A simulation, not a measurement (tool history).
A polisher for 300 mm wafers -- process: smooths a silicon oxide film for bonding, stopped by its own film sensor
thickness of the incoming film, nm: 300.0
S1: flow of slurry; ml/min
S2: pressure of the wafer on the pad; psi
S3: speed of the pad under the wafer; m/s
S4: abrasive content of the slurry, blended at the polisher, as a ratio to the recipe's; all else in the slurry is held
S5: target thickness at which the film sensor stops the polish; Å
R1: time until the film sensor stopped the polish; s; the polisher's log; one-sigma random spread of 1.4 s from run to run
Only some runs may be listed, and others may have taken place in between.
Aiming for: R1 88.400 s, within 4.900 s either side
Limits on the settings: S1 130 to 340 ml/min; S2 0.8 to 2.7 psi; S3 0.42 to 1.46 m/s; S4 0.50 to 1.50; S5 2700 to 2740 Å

run 1 hour=0.0 | S1=220 S2=1.7 S3=0.94 S4=1.00 S5=2700 | R1=50.456
run 2 hour=6.0 | S1=220 S2=1.6 S3=0.94 S4=1.00 S5=2700 | R1=51.654
run 3 hour=9.7 | S1=220 S2=1.6 S3=1.08 S4=1.00 S5=2700 | R1=47.570
run 4 hour=15.6 | S1=220 S2=1.6 S3=1.20 S4=1.00 S5=2700 | R1=43.528
run 5 hour=22.6 | S1=220 S2=1.4 S3=1.20 S4=1.00 S5=2700 | R1=46.028
run 6 hour=28.7 | S1=220 S2=1.4 S3=1.20 S4=1.10 S5=2700 | R1=44.531
run 7 hour=29.4 | S1=210 S2=0.9 S3=0.94 S4=1.00 S5=2700 | R1=76.893
-- hour=34.4 head pressure recalibrated
run 8 hour=34.4 | S1=210 S2=0.9 S3=0.92 S4=1.00 S5=2700 | R1=81.178

5 next moves are on the table. One of them brings every result within its allowed miss. Which?
run A hour=39.4 | S1=220 S2=1.0 S3=0.84 S4=0.90 S5=2700 | R1=?
run B hour=39.4 | S1=195 S2=0.8 S3=0.86 S4=0.85 S5=2700 | R1=?
run C hour=39.4 | S1=180 S2=1.0 S3=0.86 S4=0.90 S5=2720 | R1=?
run D hour=39.4 | S1=205 S2=1.0 S3=0.92 S4=1.05 S5=2700 | R1=?
run E hour=39.4 | S1=175 S2=1.1 S3=0.98 S4=0.85 S5=2710 | R1=?

move=A R1=87.467
move=B R1=102.290
move=C R1=82.448
move=D R1=75.816
move=E R1=75.277
A: hits every target within its allowed miss
B: moves the result that the last run missed by most past its target, out the other side
C: nearer the targets than the last run, but a result is still out of spec
D: the biggest miss grows against the last run
E: the biggest miss grows against the last run
So the answer is move A, the one that meets all the targets.
